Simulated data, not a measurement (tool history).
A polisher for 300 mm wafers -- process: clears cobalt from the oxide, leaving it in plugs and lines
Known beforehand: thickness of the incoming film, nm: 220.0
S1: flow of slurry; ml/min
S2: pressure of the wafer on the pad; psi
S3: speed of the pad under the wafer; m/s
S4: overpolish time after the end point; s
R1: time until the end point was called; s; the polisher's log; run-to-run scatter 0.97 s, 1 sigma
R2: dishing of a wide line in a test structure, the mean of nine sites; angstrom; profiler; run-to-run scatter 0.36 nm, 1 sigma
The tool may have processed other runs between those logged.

run 1 hour=0.0 | S1=150 S2=1.4 S3=1.10 S4=9 | R1=51.194 R2=275.87
run 2 hour=1.1 | S1=150 S2=1.4 S3=0.98 S4=9 | R1=57.120 R2=268.85
run 3 hour=6.1 | S1=150 S2=1.4 S3=1.00 S4=7 | R1=53.529 R2=220.18
run 4 hour=14.6 | S1=150 S2=1.1 S3=1.00 S4=7 | R1=66.510 R2=191.62
run 5 hour=16.4 | S1=135 S2=1.1 S3=1.00 S4=7 | R1=68.457 R2=185.56
run 6 hour=22.7 | S1=135 S2=1.1 S3=0.76 S4=7 | R1=90.032 R2=141.56

For run 7, what comes out?
run 7 hour=23.8 | S1=145 S2=1.2 S3=0.76 S4=6 | R1=? R2=?

{"run 7": {"R1": 82.887, "R2": 137.54}}
